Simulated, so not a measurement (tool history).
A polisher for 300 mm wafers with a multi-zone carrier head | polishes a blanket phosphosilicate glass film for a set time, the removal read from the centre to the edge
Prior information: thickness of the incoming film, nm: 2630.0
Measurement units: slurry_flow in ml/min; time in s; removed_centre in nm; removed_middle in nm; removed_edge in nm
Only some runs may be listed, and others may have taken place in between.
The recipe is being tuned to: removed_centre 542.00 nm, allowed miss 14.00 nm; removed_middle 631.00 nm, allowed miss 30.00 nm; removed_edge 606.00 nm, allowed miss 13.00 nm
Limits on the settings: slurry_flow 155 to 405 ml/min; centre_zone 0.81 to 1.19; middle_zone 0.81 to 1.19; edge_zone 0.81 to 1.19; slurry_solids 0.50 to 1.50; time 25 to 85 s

run,hour,slurry_flow,centre_zone,middle_zone,edge_zone,slurry_solids,time,removed_centre,removed_middle,removed_edge
1,0.0,260,1.00,1.00,1.00,1.00,55,486.83,480.51,467.71
2,1.9,260,1.00,1.00,1.00,0.90,55,461.24,461.98,451.11
3,7.8,265,0.98,1.02,1.04,1.00,55,474.81,492.93,479.53
4,13.8,235,0.98,1.02,1.04,1.00,55,469.59,488.53,476.34
5,20.1,240,0.97,1.04,1.07,1.10,55,484.20,506.94,499.49
6,27.7,250,0.96,1.07,1.10,1.15,55,494.54,532.71,515.93
7,34.1,255,0.95,1.08,1.12,1.20,55,502.21,557.32,536.00
8,40.3,270,0.94,1.08,1.14,1.25,55,510.82,558.40,556.57
9,43.3,285,0.94,1.10,1.15,1.25,55,513.46,583.46,558.20
10,51.3,295,0.94,1.10,1.16,1.25,55,504.86,593.32,560.05

Which of these 5 next moves meets every target?
A,59.3,295,0.91,1.10,1.19,1.25,57,?,?,?
B,59.3,300,0.83,1.01,1.19,1.35,55,?,?,?
C,59.3,290,1.04,1.14,1.06,1.40,51,?,?,?
D,59.3,310,0.97,1.18,1.09,1.05,62,?,?,?
E,59.3,325,0.93,1.11,1.19,1.10,61,?,?,?

move,removed_centre,removed_middle,removed_edge
A,513.01,597.18,586.22
B,464.90,552.69,583.64
C,546.67,573.22,514.58
D,558.69,646.97,570.26
E,539.47,618.40,600.98
A: closes in on the targets versus the last run, not all within tolerance yet
B: lands further from the targets than the last run did
C: lands further from the targets than the last run did
D: closes in on the targets versus the last run, not all within tolerance yet
E: every result lands within tolerance
The right move is E.
